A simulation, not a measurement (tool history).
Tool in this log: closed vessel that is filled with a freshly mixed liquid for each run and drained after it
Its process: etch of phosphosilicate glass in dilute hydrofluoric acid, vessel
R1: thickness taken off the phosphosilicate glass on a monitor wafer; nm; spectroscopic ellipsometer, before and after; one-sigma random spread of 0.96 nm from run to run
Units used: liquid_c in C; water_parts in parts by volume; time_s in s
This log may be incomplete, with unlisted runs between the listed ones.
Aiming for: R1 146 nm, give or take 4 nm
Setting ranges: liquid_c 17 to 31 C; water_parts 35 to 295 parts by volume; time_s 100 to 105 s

run 1 day=0 | liquid_c=23 water_parts=165 time_s=100 | R1=85.343
run 2 day=0.167 | liquid_c=24 water_parts=160 time_s=100 | R1=92.658
run 3 day=0.475 | liquid_c=24 water_parts=160 time_s=105 | R1=98.282
run 4 day=0.629 | liquid_c=24 water_parts=160 time_s=105 | R1=97.948
run 5 day=0.717 | liquid_c=24 water_parts=130 time_s=105 | R1=125.15
run 6 day=1.075 | liquid_c=22.5 water_parts=130 time_s=105 | R1=117.2
run 7 day=1.167 | liquid_c=23 water_parts=130 time_s=105 | R1=118.91
run 8 day=1.296 | liquid_c=23.5 water_parts=130 time_s=105 | R1=122.11
run 9 day=1.496 | liquid_c=24 water_parts=130 time_s=105 | R1=125.58
run 10 day=1.629 | liquid_c=24.5 water_parts=130 time_s=105 | R1=126.08
run 11 day=1.85 | liquid_c=25 water_parts=130 time_s=105 | R1=130.17

Pick the move, out of 4, that brings all results within their allowed miss; only one does.
run A day=2.071 | liquid_c=25.5 water_parts=120 time_s=105 | R1=?
run B day=2.071 | liquid_c=25 water_parts=110 time_s=105 | R1=?
run C day=2.071 | liquid_c=23 water_parts=115 time_s=105 | R1=?
run D day=2.071 | liquid_c=20.5 water_parts=110 time_s=105 | R1=?

move=A R1=142.97
move=B R1=155.12
move=C R1=136.37
move=D R1=129.92
A: each result inside its tolerance
B: carries the result that was furthest off beyond its target, to the other side
C: closes in on the targets versus the last run, not all within tolerance yet
D: no nearer and no further than the last run
So the answer is move A, the one that meets all the targets.
